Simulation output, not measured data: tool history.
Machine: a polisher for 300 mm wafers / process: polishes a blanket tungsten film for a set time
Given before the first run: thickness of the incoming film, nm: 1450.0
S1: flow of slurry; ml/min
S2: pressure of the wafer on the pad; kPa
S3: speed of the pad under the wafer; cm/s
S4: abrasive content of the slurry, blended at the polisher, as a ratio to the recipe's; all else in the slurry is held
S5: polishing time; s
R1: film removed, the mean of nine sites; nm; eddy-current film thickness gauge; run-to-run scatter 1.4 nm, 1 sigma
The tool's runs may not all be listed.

Run 1, hour 0: S1 235 ml/min, S2 21.4 kPa, S3 116 cm/s, S4 1, S5 45 s. Result: R1 185.07 nm.
Run 2, hour 6: S1 235 ml/min, S2 26.2 kPa, S3 116 cm/s, S4 1, S5 45 s. Result: R1 229.9 nm.
Run 3, hour 7.9: S1 235 ml/min, S2 24.8 kPa, S3 116 cm/s, S4 1, S5 45 s. Result: R1 220.3 nm.
Run 4, hour 13.9: S1 235 ml/min, S2 24.8 kPa, S3 116 cm/s, S4 1.1, S5 45 s. Result: R1 227.18 nm.
Run 5, hour 19.1: S1 235 ml/min, S2 24.8 kPa, S3 88 cm/s, S4 1.1, S5 45 s. Result: R1 191.16 nm.
Run 6, hour 25: S1 235 ml/min, S2 24.8 kPa, S3 88 cm/s, S4 1, S5 45 s. Result: R1 180.22 nm.
Run 7, hour 28.1: S1 235 ml/min, S2 24.1 kPa, S3 88 cm/s, S4 1, S5 45 s. Result: R1 179.47 nm.
Run 8, hour 34: S1 235 ml/min, S2 23.4 kPa, S3 88 cm/s, S4 1, S5 45 s. Result: R1 172.26 nm.
Run 9, hour 37.4: S1 235 ml/min, S2 22.8 kPa, S3 88 cm/s, S4 1, S5 45 s. Result: R1 172 nm.
Run 10, hour 40.7: S1 235 ml/min, S2 22.1 kPa, S3 88 cm/s, S4 1, S5 45 s. Result: R1 161.43 nm.

Forecast run 11:
Run 11, hour 48.2: S1 235 ml/min, S2 21.4 kPa, S3 88 cm/s, S4 1, S5 45 s. Result: R1 ?.

Logged for run 11: R1 159.17 nm.

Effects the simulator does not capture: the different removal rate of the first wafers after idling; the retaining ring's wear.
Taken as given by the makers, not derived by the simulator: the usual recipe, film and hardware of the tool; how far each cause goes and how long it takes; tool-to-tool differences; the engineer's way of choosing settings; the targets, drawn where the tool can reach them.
